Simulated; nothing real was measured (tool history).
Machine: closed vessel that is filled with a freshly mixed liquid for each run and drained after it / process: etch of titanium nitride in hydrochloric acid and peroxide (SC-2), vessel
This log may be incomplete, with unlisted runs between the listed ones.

| run | hour | temperature setpoint of the liquid (°C) | parts of water to one part each of 37 % hydrochloric acid and 30 % peroxide (parts by volume) | time in the liquid (s) | thickness taken off the titanium nitride on a monitor wafer (nm) |
|---|---|---|---|---|---|
| 1 | 0 | 49 | 11.5 | 430 | 10.835 |
| 2 | 3.5 | 49 | 11.5 | 430 | 10.849 |
| 3 | 11.5 | 52.5 | 11.5 | 430 | 13.715 |
| 4 | 18.4 | 52.5 | 11.5 | 460 | 14.681 |
| 5 | 27.1 | 52.5 | 11.5 | 430 | 13.897 |
| 6 | 34.5 | 46 | 11.5 | 430 | 9.0451 |
| 7 | 39.4 | 50 | 11.5 | 430 | 11.703 |

Run 8 comes next. What will it give?
| 8 | 47.2 | 58 | 11.5 | 430 | ? |

{"run 8": {"thickness taken off the titanium nitride on a monitor wafer (nm)": 19.659}}
